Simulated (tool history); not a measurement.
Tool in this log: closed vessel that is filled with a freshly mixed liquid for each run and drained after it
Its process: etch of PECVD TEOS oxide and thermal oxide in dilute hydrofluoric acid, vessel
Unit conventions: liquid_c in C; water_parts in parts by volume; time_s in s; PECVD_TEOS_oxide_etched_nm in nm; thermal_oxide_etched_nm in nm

run 1 hour=0.0 | liquid_c=21.0 water_parts=245 time_s=235 | PECVD_TEOS_oxide_etched_nm=21.251 thermal_oxide_etched_nm=3.4459
run 2 hour=4.4 | liquid_c=20.0 water_parts=280 time_s=235 | PECVD_TEOS_oxide_etched_nm=17.257 thermal_oxide_etched_nm=2.8305
run 3 hour=5.0 | liquid_c=22.0 water_parts=280 time_s=235 | PECVD_TEOS_oxide_etched_nm=18.836 thermal_oxide_etched_nm=3.0153
run 4 hour=8.2 | liquid_c=22.0 water_parts=280 time_s=165 | PECVD_TEOS_oxide_etched_nm=13.142 thermal_oxide_etched_nm=2.1170
run 5 hour=17.0 | liquid_c=21.0 water_parts=295 time_s=165 | PECVD_TEOS_oxide_etched_nm=11.903 thermal_oxide_etched_nm=1.9144
run 6 hour=18.3 | liquid_c=18.5 water_parts=295 time_s=165 | PECVD_TEOS_oxide_etched_nm=10.758 thermal_oxide_etched_nm=1.7605

What will run 7 give?
run 7 hour=25.4 | liquid_c=18.5 water_parts=305 time_s=165 | PECVD_TEOS_oxide_etched_nm=? thermal_oxide_etched_nm=?

{"run 7": {"PECVD_TEOS_oxide_etched_nm": 10.418, "thermal_oxide_etched_nm": 1.6655}}
